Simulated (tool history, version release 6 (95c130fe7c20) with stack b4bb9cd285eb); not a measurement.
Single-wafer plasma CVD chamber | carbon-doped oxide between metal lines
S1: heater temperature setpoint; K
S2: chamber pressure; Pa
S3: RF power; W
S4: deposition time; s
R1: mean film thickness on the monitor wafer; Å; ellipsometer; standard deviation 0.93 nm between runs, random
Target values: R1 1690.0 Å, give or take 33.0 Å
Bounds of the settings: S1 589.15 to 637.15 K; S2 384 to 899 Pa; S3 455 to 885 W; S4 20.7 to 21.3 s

run 1 hour=0.0 | S1=613.15 S2=641 S3=670 S4=20.7 | R1=1299.0
run 2 hour=0.7 | S1=604.15 S2=641 S3=670 S4=20.7 | R1=1333.5
run 3 hour=9.5 | S1=604.15 S2=641 S3=670 S4=20.7 | R1=1346.8
run 4 hour=11.4 | S1=601.15 S2=683 S3=730 S4=20.8 | R1=1474.6
run 5 hour=16.2 | S1=601.15 S2=683 S3=805 S4=20.8 | R1=1551.2
run 6 hour=20.2 | S1=595.15 S2=683 S3=805 S4=20.8 | R1=1617.6
run 7 hour=21.1 | S1=593.15 S2=695 S3=810 S4=20.8 | R1=1640.3
run 8 hour=25.1 | S1=592.15 S2=704 S3=815 S4=20.8 | R1=1650.6

Consider the 4 candidate settings below. Which is the only one whose results all fall within their allowed miss of target?
run A hour=29.1 | S1=602.15 S2=717 S3=795 S4=21.3 | R1=?
run B hour=29.1 | S1=601.15 S2=741 S3=870 S4=20.9 | R1=?
run C hour=29.1 | S1=595.15 S2=879 S3=765 S4=20.9 | R1=?
run D hour=29.1 | S1=593.15 S2=720 S3=780 S4=20.7 | R1=?

move=A R1=1579.0
move=B R1=1660.9
move=C R1=1587.9
move=D R1=1576.4
A: misses by more than the last run did
B: hits every target within its allowed miss
C: misses by more than the last run did
D: misses by more than the last run did
Correct choice: B, which meets every target
